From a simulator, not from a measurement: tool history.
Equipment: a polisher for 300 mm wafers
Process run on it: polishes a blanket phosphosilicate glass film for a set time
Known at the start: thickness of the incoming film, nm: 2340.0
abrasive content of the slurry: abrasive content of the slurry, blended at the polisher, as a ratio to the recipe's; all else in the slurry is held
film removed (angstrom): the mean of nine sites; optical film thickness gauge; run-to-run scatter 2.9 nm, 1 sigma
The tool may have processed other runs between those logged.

| run | hour | flow of slurry (ml/min) | pressure of the wafer on the pad (psi) | speed of the pad under the wafer (cm/s) | abrasive content of the slurry | polishing time (s) | film removed (angstrom) |
|---|---|---|---|---|---|---|---|
| 1 | 0.0 | 220 | 3.0 | 86 | 1.0 | 42 | 3321.3 |
| 2 | 6.4 | 220 | 3.0 | 86 | 1.0 | 45 | 3559.4 |
| 3 | 10.5 | 225 | 3.1 | 86 | 1.0 | 45 | 3729.2 |
| 4 | 18.5 | 225 | 3.1 | 66 | 1.0 | 45 | 2972.7 |
| 5 | 21.4 | 230 | 3.3 | 66 | 1.0 | 45 | 3163.5 |
| 6 | 23.5 | 230 | 3.3 | 66 | 1.0 | 45 | 3129.6 |
| 7 | 30.4 | 230 | 3.5 | 66 | 1.0 | 45 | 3270.9 |
| 8 | 38.4 | 235 | 3.7 | 66 | 1.0 | 45 | 3448.7 |
| 9 | 42.4 | 235 | 3.8 | 66 | 1.0 | 45 | 3524.6 |
| 10 | 44.2 | 235 | 3.8 | 66 | 1.0 | 45 | 3565.0 |
| 11 | 47.2 | 235 | 3.9 | 66 | 1.0 | 45 | 3611.3 |
| 12 | 51.9 | 240 | 4.0 | 66 | 1.0 | 45 | 3710.8 |

Expected results for the next run?
| 13 | 55.0 | 255 | 4.6 | 66 | 1.0 | 45 | ? |

Run 13 gave film removed (angstrom) 4185.4.
